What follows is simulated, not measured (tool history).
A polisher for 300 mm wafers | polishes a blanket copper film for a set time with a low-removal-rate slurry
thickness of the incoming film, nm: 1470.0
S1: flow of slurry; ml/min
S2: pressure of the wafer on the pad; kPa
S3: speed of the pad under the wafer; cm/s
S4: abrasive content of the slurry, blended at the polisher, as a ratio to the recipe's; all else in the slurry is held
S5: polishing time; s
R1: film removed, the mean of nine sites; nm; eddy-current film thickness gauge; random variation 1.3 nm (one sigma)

run,day,S1,S2,S3,S4,S5,R1
1,0.000,165,14.5,90,1.00,31,62.867
2,0.371,165,15.9,90,1.00,31,69.225
3,0.458,165,15.9,90,1.15,31,70.985
4,0.542,165,19.3,90,1.15,31,83.702
5,0.804,165,19.3,90,1.15,27,72.991
6,1.129,165,20.0,94,1.15,27,77.535
7,1.471,165,20.7,100,1.15,27,86.577
8,1.625,165,20.7,102,1.15,27,87.017

Run 9 comes next. What will it give?
9,1.925,165,20.7,104,1.15,27,?

R1: 88.257 nm

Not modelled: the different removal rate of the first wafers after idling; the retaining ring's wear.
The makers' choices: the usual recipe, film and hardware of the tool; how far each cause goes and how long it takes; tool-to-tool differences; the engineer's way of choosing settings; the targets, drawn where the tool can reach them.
